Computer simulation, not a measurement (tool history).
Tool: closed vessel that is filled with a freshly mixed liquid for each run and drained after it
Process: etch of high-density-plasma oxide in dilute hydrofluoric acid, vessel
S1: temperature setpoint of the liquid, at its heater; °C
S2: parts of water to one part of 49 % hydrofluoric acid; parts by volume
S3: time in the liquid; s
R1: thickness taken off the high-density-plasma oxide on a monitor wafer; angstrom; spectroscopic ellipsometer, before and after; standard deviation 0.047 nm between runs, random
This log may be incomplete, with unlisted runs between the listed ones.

{"run": 1, "hour": 0.0, "S1": 22.0, "S2": 55, "S3": 30, "R1": 28.178}
{"run": 2, "hour": 6.1, "S1": 24.5, "S2": 50, "S3": 30, "R1": 34.079}
{"run": 3, "hour": 9.7, "S1": 26.0, "S2": 45, "S3": 30, "R1": 41.042}
{"run": 4, "hour": 12.4, "S1": 27.0, "S2": 45, "S3": 30, "R1": 43.129}
{"run": 5, "hour": 15.7, "S1": 28.0, "S2": 45, "S3": 30, "R1": 44.153}
{"run": 6, "hour": 25.0, "S1": 28.5, "S2": 45, "S3": 30, "R1": 44.793}

The next listed run, before its measurement:
{"run": 7, "hour": 30.8, "S1": 29.0, "S2": 45, "S3": 30, "R1": "?"}

R1: 45.942 angstrom
